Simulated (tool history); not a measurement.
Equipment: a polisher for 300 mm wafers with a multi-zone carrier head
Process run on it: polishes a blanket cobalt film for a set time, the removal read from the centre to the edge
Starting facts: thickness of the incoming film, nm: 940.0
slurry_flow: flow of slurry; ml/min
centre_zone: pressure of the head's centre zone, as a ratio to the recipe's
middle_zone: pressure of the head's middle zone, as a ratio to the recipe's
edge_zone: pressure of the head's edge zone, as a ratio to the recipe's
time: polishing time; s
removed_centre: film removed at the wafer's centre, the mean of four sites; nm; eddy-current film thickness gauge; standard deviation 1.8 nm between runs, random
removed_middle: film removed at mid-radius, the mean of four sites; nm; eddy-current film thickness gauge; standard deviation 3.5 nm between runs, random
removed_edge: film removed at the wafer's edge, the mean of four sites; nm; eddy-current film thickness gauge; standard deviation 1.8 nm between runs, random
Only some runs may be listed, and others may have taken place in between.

| run | hour | slurry_flow | centre_zone | middle_zone | edge_zone | time | removed_centre | removed_middle | removed_edge |
|---|---|---|---|---|---|---|---|---|---|
| 1 | 0 | 140 | 1 | 1 | 1 | 56 | 301.48 | 306 | 305.65 |
| 2 | 1.1 | 140 | 1 | 1 | 1 | 50 | 272.21 | 273.77 | 277.38 |
| 3 | 3.1 | 140 | 1 | 1.05 | 1 | 50 | 268.04 | 276.94 | 278.79 |
| 4 | 7.1 | 130 | 1 | 1.04 | 0.98 | 49 | 256.92 | 260.54 | 261.52 |
| 5 | 9.8 | 125 | 1 | 1.04 | 0.98 | 49 | 250.89 | 260.44 | 263.39 |
| 6 | 12.5 | 125 | 1 | 1.04 | 0.98 | 39 | 204.5 | 207.08 | 207.49 |
| 7 | 15 | 140 | 1 | 1.04 | 1.01 | 39 | 210.54 | 214.97 | 219.36 |

Run 8 is up next; what results do you expect?
| 8 | 21.2 | 155 | 1 | 1.04 | 1.02 | 39 | ? | ? | ? |

{"run 8": {"removed_centre": 217.26, "removed_middle": 215.87, "removed_edge": 224.75}}
